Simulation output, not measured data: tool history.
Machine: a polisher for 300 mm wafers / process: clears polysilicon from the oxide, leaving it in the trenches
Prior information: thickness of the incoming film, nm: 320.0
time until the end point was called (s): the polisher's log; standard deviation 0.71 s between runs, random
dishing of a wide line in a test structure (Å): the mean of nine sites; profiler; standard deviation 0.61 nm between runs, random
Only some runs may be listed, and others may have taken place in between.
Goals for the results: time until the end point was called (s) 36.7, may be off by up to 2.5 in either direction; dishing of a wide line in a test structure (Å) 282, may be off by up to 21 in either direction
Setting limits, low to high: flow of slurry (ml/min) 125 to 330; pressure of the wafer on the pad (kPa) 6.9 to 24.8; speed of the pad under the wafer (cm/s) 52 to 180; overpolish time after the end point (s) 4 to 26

run,hour,flow of slurry (ml/min),pressure of the wafer on the pad (kPa),speed of the pad under the wafer (cm/s),overpolish time after the end point (s),time until the end point was called (s),dishing of a wide line in a test structure (Å)
1,0,210,15.9,116,13,31.986,555.64
2,5.2,210,15.2,114,11,34.674,500.04
3,8.4,230,13.1,126,9,35.469,440.33
4,12.7,230,13.1,144,9,31.916,477.6
5,14,230,13.1,120,9,37.259,436.97
6,18.2,230,13.1,120,14,35.788,552.05
7,25.3,255,13.1,114,11,37.976,488.13
8,28.9,220,11.7,132,9,38.565,445.26
9,29.9,250,12.4,118,8,38.662,404.23
10,34.3,270,13.8,104,7,39.34,377.55
11,41.5,285,15.2,90,6,40.824,338.51
12,45.6,295,16.5,82,5,39.115,298.74

Of the 4 settings listed for the next run, only one would bring every result within its allowed miss of target. Which one?
A,49.7,265,13.8,92,6,?,?
B,49.7,265,13.8,84,6,?,?
C,49.7,330,17.9,82,4,?,?
D,49.7,285,20,56,5,?,?

move,time until the end point was called (s),dishing of a wide line in a test structure (Å)
A,43.879,333.76
B,47.33,317.32
C,37.68,280.17
D,46.856,281.23
A: the biggest miss grows against the last run
B: the biggest miss grows against the last run
C: hits every target within its allowed miss
D: the biggest miss grows against the last run
C is the move that brings every result within its allowed miss.
